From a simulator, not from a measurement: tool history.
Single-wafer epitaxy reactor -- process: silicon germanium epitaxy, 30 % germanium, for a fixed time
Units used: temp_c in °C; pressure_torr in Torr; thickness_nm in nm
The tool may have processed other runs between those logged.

Run 1, hour 0.0: temp_c 600 °C, pressure_torr 22.7 Torr. Result: thickness_nm 59.648 nm.
Run 2, hour 5.8: temp_c 600 °C, pressure_torr 24.5 Torr. Result: thickness_nm 62.098 nm.
Run 3, hour 11.5: temp_c 598 °C, pressure_torr 24.4 Torr. Result: thickness_nm 59.531 nm.
Run 4, hour 18.3: temp_c 603 °C, pressure_torr 24.4 Torr. Result: thickness_nm 64.882 nm.
Run 5, hour 19.5: temp_c 603 °C, pressure_torr 21.3 Torr. Result: thickness_nm 61.396 nm.
Run 6, hour 21.6: temp_c 603 °C, pressure_torr 17.7 Torr. Result: thickness_nm 56.102 nm.
Run 7, hour 25.8: temp_c 602 °C, pressure_torr 17.7 Torr. Result: thickness_nm 55.305 nm.
Run 8, hour 32.5: temp_c 601 °C, pressure_torr 17.7 Torr. Result: thickness_nm 54.058 nm.

Estimate the outcome of run 9 from the log above:
Run 9, hour 36.5: temp_c 600 °C, pressure_torr 17.7 Torr. Result: thickness_nm ?.

{"run 9": {"thickness_nm": 53.85}}

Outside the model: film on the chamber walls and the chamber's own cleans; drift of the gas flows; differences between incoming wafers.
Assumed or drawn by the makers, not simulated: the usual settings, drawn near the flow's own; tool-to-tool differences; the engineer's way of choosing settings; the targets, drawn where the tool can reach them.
